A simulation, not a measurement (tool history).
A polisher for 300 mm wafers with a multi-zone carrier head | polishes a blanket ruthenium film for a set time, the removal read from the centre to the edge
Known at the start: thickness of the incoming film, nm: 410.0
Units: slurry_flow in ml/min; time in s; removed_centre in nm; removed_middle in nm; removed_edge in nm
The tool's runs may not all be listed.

{"run": 1, "hour": 0.0, "slurry_flow": 140, "centre_zone": 1, "middle_zone": 1, "edge_zone": 1, "time": 74, "removed_centre": 68.564, "removed_middle": 67.367, "removed_edge": 67.449}
{"run": 2, "hour": 4.9, "slurry_flow": 140, "centre_zone": 1.08, "middle_zone": 1, "edge_zone": 1, "time": 74, "removed_centre": 72.623, "removed_middle": 65.761, "removed_edge": 67.986}
{"run": 3, "hour": 10.5, "slurry_flow": 140, "centre_zone": 1.08, "middle_zone": 0.92, "edge_zone": 1, "time": 74, "removed_centre": 71.256, "removed_middle": 61.495, "removed_edge": 67.797}
{"run": 4, "hour": 13.6, "slurry_flow": 145, "centre_zone": 1.06, "middle_zone": 0.95, "edge_zone": 1.01, "time": 75, "removed_centre": 72.388, "removed_middle": 65.325, "removed_edge": 69.194}
{"run": 5, "hour": 18.8, "slurry_flow": 150, "centre_zone": 1.04, "middle_zone": 0.97, "edge_zone": 1.02, "time": 76, "removed_centre": 76.236, "removed_middle": 66.303, "removed_edge": 70.766}
{"run": 6, "hour": 23.5, "slurry_flow": 150, "centre_zone": 1.04, "middle_zone": 0.97, "edge_zone": 0.97, "time": 76, "removed_centre": 75.717, "removed_middle": 67.06, "removed_edge": 69.107}
{"hour": 29.6, "done": "slurry nozzle cleaned"}
{"run": 7, "hour": 29.6, "slurry_flow": 190, "centre_zone": 0.94, "middle_zone": 1.07, "edge_zone": 1.07, "time": 85, "removed_centre": 84.497, "removed_middle": 90.441, "removed_edge": 87.437}

Run 8 comes next. What will it give?
{"run": 8, "hour": 31.6, "slurry_flow": 190, "centre_zone": 0.94, "middle_zone": 1.08, "edge_zone": 1.07, "time": 85, "removed_centre": "?", "removed_middle": "?", "removed_edge": "?"}

removed_centre: 84.854 nm
removed_middle: 90.627 nm
removed_edge: 86.71 nm
